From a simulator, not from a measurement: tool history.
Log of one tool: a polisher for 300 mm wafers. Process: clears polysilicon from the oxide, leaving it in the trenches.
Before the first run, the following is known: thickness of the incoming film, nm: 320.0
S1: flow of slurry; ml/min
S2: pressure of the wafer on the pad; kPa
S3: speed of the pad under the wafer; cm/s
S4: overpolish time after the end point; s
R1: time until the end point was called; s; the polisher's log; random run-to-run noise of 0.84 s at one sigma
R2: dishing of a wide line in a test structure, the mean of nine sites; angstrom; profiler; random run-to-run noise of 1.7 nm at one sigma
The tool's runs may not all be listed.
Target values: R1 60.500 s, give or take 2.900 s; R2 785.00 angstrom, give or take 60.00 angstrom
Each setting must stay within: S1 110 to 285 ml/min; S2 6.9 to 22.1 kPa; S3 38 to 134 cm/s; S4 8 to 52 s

run 1 day=0.000 | S1=180 S2=14.5 S3=86 S4=26 | R1=36.561 R2=855.53
run 2 day=0.271 | S1=180 S2=14.5 S3=86 S4=17 | R1=35.806 R2=790.42
run 3 day=0.546 | S1=205 S2=14.5 S3=86 S4=17 | R1=36.429 R2=775.11
run 4 day=0.829 | S1=205 S2=14.5 S3=98 S4=17 | R1=31.242 R2=779.94
run 5 day=1.071 | S1=205 S2=14.5 S3=98 S4=13 | R1=30.773 R2=694.58
run 6 day=1.258 | S1=205 S2=12.4 S3=94 S4=16 | R1=37.246 R2=726.88
run 7 day=1.467 | S1=205 S2=11.0 S3=90 S4=19 | R1=42.018 R2=761.32
run 8 day=1.533 | S1=200 S2=6.9 S3=78 S4=23 | R1=65.475 R2=645.08

Which one of the following 4 next-run settings gets every result inside its allowed miss? There is exactly one.
run A day=1.600 | S1=190 S2=9.7 S3=70 S4=52 | R1=? R2=?
run B day=1.600 | S1=135 S2=11.0 S3=76 S4=29 | R1=? R2=?
run C day=1.600 | S1=185 S2=7.6 S3=82 S4=35 | R1=? R2=?
run D day=1.600 | S1=195 S2=7.6 S3=90 S4=20 | R1=? R2=?

move=A R1=60.431 R2=873.94
move=B R1=54.002 R2=783.64
move=C R1=61.330 R2=798.65
move=D R1=55.594 R2=665.88
A: takes the biggest miss from the last run beyond its target
B: gets the furthest-off result to its target, but another result is out of tolerance
C: meets every target
D: closes in on the targets versus the last run, not all within tolerance yet
Move C is the one to make.
